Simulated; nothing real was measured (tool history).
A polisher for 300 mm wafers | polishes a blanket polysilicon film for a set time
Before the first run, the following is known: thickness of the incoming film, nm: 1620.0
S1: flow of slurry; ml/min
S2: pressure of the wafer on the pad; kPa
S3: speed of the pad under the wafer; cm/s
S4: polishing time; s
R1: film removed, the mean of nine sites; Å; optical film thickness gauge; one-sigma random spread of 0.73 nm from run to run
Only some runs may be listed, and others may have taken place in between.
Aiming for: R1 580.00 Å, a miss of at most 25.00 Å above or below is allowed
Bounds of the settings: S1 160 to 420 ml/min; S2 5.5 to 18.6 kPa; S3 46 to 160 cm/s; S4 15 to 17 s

run 1 day=0.000 | S1=270 S2=11.7 S3=102 S4=17 | R1=780.73
run 2 day=0.367 | S1=270 S2=11.0 S3=102 S4=17 | R1=754.95
run 3 day=0.525 | S1=270 S2=11.0 S3=102 S4=15 | R1=645.18
run 4 day=0.879 | S1=270 S2=11.0 S3=102 S4=17 | R1=740.12
run 5 day=1.138 | S1=270 S2=11.0 S3=90 S4=17 | R1=642.09
run 6 day=1.475 | S1=325 S2=11.0 S3=90 S4=17 | R1=669.68
run 7 day=1.792 | S1=320 S2=11.0 S3=90 S4=17 | R1=651.95
run 8 day=1.838 | S1=320 S2=10.3 S3=90 S4=17 | R1=623.33

Pick the move, out of 5, that brings all results within their allowed miss; only one does.
run A day=1.883 | S1=360 S2=10.3 S3=98 S4=17 | R1=?
run B day=1.883 | S1=320 S2=11.0 S3=104 S4=15 | R1=?
run C day=1.883 | S1=320 S2=11.7 S3=82 S4=17 | R1=?
run D day=1.883 | S1=355 S2=9.7 S3=106 S4=17 | R1=?
run E day=1.883 | S1=330 S2=13.8 S3=66 S4=16 | R1=?

move=A R1=684.19
move=B R1=674.99
move=C R1=644.72
move=D R1=690.08
move=E R1=578.44
A: its largest miss is bigger than the last run's
B: its largest miss is bigger than the last run's
C: its largest miss is bigger than the last run's
D: its largest miss is bigger than the last run's
E: meets every target
So the answer is move E, the one that meets all the targets.
